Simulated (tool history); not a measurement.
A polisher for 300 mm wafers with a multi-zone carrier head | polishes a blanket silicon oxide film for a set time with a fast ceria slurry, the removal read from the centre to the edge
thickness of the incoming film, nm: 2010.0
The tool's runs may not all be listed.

run,day,flow of slurry (ml/min),pressure of the head's centre zone,pressure of the head's middle zone,pressure of the head's edge zone,polishing time (s),film removed at the wafer's centre (Å),film removed at mid-radius (Å),film removed at the wafer's edge (Å)
1,0,260,1,1,1,64,7920.7,7935.7,8088.5
2,0.129,315,1,1,1,64,8068.2,7865.7,7987.4
3,0.404,320,0.96,0.99,0.98,59,7133,7106.2,7434.9
4,0.55,320,0.94,1,0.96,54,6381.3,6604.6,6691.4
5,0.775,320,1.02,1,0.96,54,7047,6697.2,6703.1
6,1.15,320,1.07,1,0.96,54,7324.5,6629.2,6700.3
7,1.3,315,1.02,1,0.95,51,6484.3,6178.7,6142.8
8,1.654,305,0.97,0.98,0.92,50,6084.3,6202.1,6160.9
9,1.921,305,0.95,0.98,0.92,48,5766.4,5769.4,5941.5
10,2.242,260,0.85,1.04,0.82,45,4727.7,5743.7,5126.6

Expected results for the next run?
11,2.388,260,0.85,1.02,0.83,45,?,?,?

film removed at the wafer's centre (Å): 4725.5
film removed at mid-radius (Å): 5548.6
film removed at the wafer's edge (Å): 5198.3

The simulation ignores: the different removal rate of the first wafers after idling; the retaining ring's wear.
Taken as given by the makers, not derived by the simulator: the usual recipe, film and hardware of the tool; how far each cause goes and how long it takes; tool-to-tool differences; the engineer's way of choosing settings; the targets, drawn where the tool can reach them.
